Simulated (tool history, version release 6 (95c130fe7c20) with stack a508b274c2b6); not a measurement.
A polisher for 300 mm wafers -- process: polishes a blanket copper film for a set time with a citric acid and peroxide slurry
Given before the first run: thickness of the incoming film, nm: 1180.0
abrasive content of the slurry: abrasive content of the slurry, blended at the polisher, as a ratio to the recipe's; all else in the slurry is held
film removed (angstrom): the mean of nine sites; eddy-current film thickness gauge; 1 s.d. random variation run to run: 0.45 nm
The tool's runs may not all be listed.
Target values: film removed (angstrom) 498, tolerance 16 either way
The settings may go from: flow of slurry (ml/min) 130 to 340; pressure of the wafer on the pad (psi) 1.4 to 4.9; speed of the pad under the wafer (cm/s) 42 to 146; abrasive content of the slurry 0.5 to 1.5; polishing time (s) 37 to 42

run,hour,flow of slurry (ml/min),pressure of the wafer on the pad (psi),speed of the pad under the wafer (cm/s),abrasive content of the slurry,polishing time (s),film removed (angstrom)
1,0,220,3.1,94,1,42,803.5
2,6.1,220,2.8,94,1,42,720.81
3,13.3,220,2.6,94,1,42,667.28
4,20.1,220,2.4,94,1,42,615.74
5,21,220,2.3,94,1,42,590.91
6,22.3,220,2.2,94,1,42,570.34
7,29.4,210,1.7,94,1,42,443.04
8,32.1,220,1.7,94,1,42,452.68
9,33.3,230,1.7,94,1,42,448.87
10,35.5,230,1.8,94,1,42,474.19

Exactly one of the 4 candidate moves below puts every result within its allowed miss. Which one?
A,37.7,305,1.6,104,1.05,41,?
B,37.7,180,1.8,104,0.95,40,?
C,37.7,220,2.1,84,1.05,37,?
D,37.7,305,1.6,110,1.15,41,?

move,film removed (angstrom)
A,475.14
B,478.99
C,448.57
D,510.12
A: about as far from the targets as the last run
B: nearer the targets than the last run, but a result is still out of spec
C: the biggest miss grows against the last run
D: every result lands within tolerance
The right move is D.

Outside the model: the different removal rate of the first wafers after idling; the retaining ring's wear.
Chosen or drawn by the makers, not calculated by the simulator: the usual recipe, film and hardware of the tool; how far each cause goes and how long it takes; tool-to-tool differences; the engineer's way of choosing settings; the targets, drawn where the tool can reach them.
